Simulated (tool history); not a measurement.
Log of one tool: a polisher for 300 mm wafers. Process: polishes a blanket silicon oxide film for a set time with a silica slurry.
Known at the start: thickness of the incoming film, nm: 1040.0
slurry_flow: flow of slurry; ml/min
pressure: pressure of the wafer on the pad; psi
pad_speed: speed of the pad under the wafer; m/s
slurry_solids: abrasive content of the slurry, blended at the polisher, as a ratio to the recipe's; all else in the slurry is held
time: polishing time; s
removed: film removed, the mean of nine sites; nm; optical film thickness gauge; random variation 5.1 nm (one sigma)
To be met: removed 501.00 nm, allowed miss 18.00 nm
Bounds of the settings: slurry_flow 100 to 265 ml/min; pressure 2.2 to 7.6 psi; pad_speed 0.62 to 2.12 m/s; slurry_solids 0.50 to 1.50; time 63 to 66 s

run	day	slurry_flow	pressure	pad_speed	slurry_solids	time	removed
1	0.000	170	4.9	1.36	1.00	63	326.20
2	0.117	170	4.9	1.36	1.00	63	341.47
3	0.171	175	5.4	1.36	1.00	63	373.95
4	0.325	175	4.9	1.36	1.00	63	331.49
5	0.371	175	5.4	1.36	1.00	63	365.18
6	0.742	175	5.9	1.36	1.00	63	407.65
7	0.846	175	6.2	1.36	1.00	63	421.08
8	0.942	180	6.5	1.36	1.00	63	444.73
9	1.262	180	6.7	1.36	1.00	63	462.39
10	1.312	180	6.8	1.36	1.00	63	457.59
11	1.379	180	7.0	1.36	1.00	63	478.31

4 next moves are on the table. One of them brings every result within its allowed miss. Which?
A	1.446	125	5.9	1.44	1.25	65	?
B	1.446	190	7.0	1.20	1.10	63	?
C	1.446	235	4.7	1.72	1.10	65	?
D	1.446	120	7.5	1.28	1.10	66	?

move	removed
A	454.86
B	455.58
C	436.36
D	499.74
A: further off than the last run
B: further off than the last run
C: further off than the last run
D: meets every target
The right move is D.
